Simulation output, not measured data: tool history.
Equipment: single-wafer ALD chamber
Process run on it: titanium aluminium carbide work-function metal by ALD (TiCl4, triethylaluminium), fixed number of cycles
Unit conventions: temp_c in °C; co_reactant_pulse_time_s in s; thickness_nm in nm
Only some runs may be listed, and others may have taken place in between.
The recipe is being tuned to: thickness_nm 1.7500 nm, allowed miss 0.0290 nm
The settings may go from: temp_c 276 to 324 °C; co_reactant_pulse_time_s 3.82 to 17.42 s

run 1 day=0.000 | temp_c=300 co_reactant_pulse_time_s=10.62 | thickness_nm=2.0924
run 2 day=0.154 | temp_c=300 co_reactant_pulse_time_s=8.63 | thickness_nm=2.0238
run 3 day=0.262 | temp_c=298 co_reactant_pulse_time_s=8.21 | thickness_nm=1.9674
run 4 day=0.467 | temp_c=296 co_reactant_pulse_time_s=8.12 | thickness_nm=1.9329
run 5 day=0.504 | temp_c=302 co_reactant_pulse_time_s=8.12 | thickness_nm=1.9931
run 6 day=0.829 | temp_c=300 co_reactant_pulse_time_s=7.86 | thickness_nm=1.9589
run 7 day=0.950 | temp_c=298 co_reactant_pulse_time_s=7.71 | thickness_nm=1.9155
run 8 day=1.250 | temp_c=297 co_reactant_pulse_time_s=7.66 | thickness_nm=1.8985
run 9 day=1.521 | temp_c=285 co_reactant_pulse_time_s=6.03 | thickness_nm=1.6007
run 10 day=1.812 | temp_c=286 co_reactant_pulse_time_s=6.05 | thickness_nm=1.6145
run 11 day=1.908 | temp_c=287 co_reactant_pulse_time_s=6.07 | thickness_nm=1.6120
run 12 day=2.271 | temp_c=299 co_reactant_pulse_time_s=8.39 | thickness_nm=1.9789
run 13 day=2.346 | temp_c=298 co_reactant_pulse_time_s=8.36 | thickness_nm=1.9796
run 14 day=2.400 | temp_c=297 co_reactant_pulse_time_s=8.34 | thickness_nm=1.9519
run 15 day=2.662 | temp_c=296 co_reactant_pulse_time_s=8.32 | thickness_nm=1.9533
run 16 day=2.975 | temp_c=284 co_reactant_pulse_time_s=4.92 | thickness_nm=1.3312

Pick the move, out of 5, that brings all results within their allowed miss; only one does.
run A day=3.288 | temp_c=283 co_reactant_pulse_time_s=8.79 | thickness_nm=?
run B day=3.288 | temp_c=289 co_reactant_pulse_time_s=6.89 | thickness_nm=?
run C day=3.288 | temp_c=287 co_reactant_pulse_time_s=5.34 | thickness_nm=?
run D day=3.288 | temp_c=281 co_reactant_pulse_time_s=8.98 | thickness_nm=?
run E day=3.288 | temp_c=282 co_reactant_pulse_time_s=6.25 | thickness_nm=?

move=A thickness_nm=1.8617
move=B thickness_nm=1.7658
move=C thickness_nm=1.4808
move=D thickness_nm=1.8510
move=E thickness_nm=1.6158
A: takes the result that was furthest off past its target
B: hits every target within its allowed miss
C: closes in on the targets versus the last run, not all within tolerance yet
D: takes the result that was furthest off past its target
E: closes in on the targets versus the last run, not all within tolerance yet
So the answer is move B, the one that meets all the targets.
